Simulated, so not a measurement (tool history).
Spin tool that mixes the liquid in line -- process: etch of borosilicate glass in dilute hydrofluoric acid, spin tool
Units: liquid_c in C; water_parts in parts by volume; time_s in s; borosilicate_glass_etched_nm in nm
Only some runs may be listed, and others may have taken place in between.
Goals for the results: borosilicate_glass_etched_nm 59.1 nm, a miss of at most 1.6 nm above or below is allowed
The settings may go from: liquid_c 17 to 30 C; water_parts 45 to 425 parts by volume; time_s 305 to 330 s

run,hour,liquid_c,water_parts,time_s,borosilicate_glass_etched_nm
1,0,22,235,305,49.948
2,7.6,23,235,305,52.425
3,14.3,21,235,305,48.275
4,19.1,21,295,305,36.282
5,21.4,23,285,305,40.364
6,28.2,24.5,275,305,44.561
7,33,25.5,270,305,47.289
8,39.8,26.5,265,305,50.379
9,42.9,27.5,260,305,53.795

Exercise: of the 4 proposed moves below, exactly one satisfies all targets within the stated allowed misses. Which move is it?
A,46,29,255,325,?
B,46,28,250,330,?
C,46,29.5,255,330,?
D,46,28.5,265,330,?

move,borosilicate_glass_etched_nm
A,62.323
B,62.748
C,64.351
D,59.214
A: moves the result that the last run missed by most past its target, out the other side
B: moves the result that the last run missed by most past its target, out the other side
C: moves the result that the last run missed by most past its target, out the other side
D: each result inside its tolerance
The move that meets every target is D.
